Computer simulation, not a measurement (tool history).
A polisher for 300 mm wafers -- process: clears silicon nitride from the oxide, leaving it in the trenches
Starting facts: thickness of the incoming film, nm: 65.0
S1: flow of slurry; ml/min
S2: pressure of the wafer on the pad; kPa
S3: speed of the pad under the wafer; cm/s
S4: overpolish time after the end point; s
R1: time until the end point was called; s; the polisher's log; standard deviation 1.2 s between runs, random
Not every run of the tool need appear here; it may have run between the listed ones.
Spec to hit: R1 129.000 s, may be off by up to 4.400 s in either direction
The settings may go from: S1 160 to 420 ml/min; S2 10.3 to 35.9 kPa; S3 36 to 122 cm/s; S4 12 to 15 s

run,hour,S1,S2,S3,S4,R1
1,0.0,270,22.8,78,15,80.528
2,4.9,270,22.8,78,12,81.014
3,6.6,270,22.8,78,15,79.770
4,8.7,270,20.0,78,15,89.884
5,15.5,305,20.0,78,15,88.574
6,20.9,300,17.2,78,15,103.600
7,26.8,300,15.9,78,15,112.620
8,29.7,295,15.2,78,15,116.710
9,35.5,290,12.4,78,15,145.520
10,37.1,305,12.4,78,15,143.970
11,43.8,315,13.1,78,15,135.290
12,50.9,320,13.1,78,15,136.550

Next run, 5 choices. One meets every target within its allowed miss, the rest don't. Which?
A,58.0,310,13.1,74,12,?
B,58.0,200,16.5,62,15,?
C,58.0,305,11.7,84,12,?
D,58.0,310,13.8,72,15,?
E,58.0,420,21.4,50,14,?

move,R1
A,143.430
B,140.700
C,141.070
D,140.280
E,128.260
A: moves away from the targets compared with the last run
B: moves away from the targets compared with the last run
C: moves away from the targets compared with the last run
D: moves away from the targets compared with the last run
E: every result within its allowed miss
The right move is E.
